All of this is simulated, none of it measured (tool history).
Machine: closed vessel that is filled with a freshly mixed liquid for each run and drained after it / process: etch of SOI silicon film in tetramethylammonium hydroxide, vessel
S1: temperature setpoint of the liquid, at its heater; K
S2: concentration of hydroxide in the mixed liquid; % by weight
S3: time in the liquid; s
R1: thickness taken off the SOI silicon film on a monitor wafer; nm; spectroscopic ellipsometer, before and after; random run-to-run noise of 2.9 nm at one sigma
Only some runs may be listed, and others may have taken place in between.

run 1 hour=0.0 | S1=338.15 S2=19.5 S3=95 | R1=411.33
run 2 hour=4.0 | S1=338.15 S2=15.5 S3=95 | R1=451.54
run 3 hour=12.5 | S1=338.65 S2=15.5 S3=95 | R1=469.66
run 4 hour=13.2 | S1=338.65 S2=15.5 S3=100 | R1=491.62
run 5 hour=18.2 | S1=334.15 S2=15.5 S3=100 | R1=371.30
run 6 hour=25.1 | S1=334.65 S2=15.5 S3=100 | R1=382.42
run 7 hour=26.1 | S1=335.15 S2=15.5 S3=100 | R1=396.41
run 8 hour=29.3 | S1=335.65 S2=15.5 S3=100 | R1=406.42
run 9 hour=30.2 | S1=341.65 S2=15.5 S3=100 | R1=588.24
run 10 hour=36.4 | S1=341.15 S2=15.5 S3=100 | R1=569.28

Predict the results of run 11:
run 11 hour=39.5 | S1=341.15 S2=15.5 S3=100 | R1=?

Run 11 came out at R1 574.78 nm.

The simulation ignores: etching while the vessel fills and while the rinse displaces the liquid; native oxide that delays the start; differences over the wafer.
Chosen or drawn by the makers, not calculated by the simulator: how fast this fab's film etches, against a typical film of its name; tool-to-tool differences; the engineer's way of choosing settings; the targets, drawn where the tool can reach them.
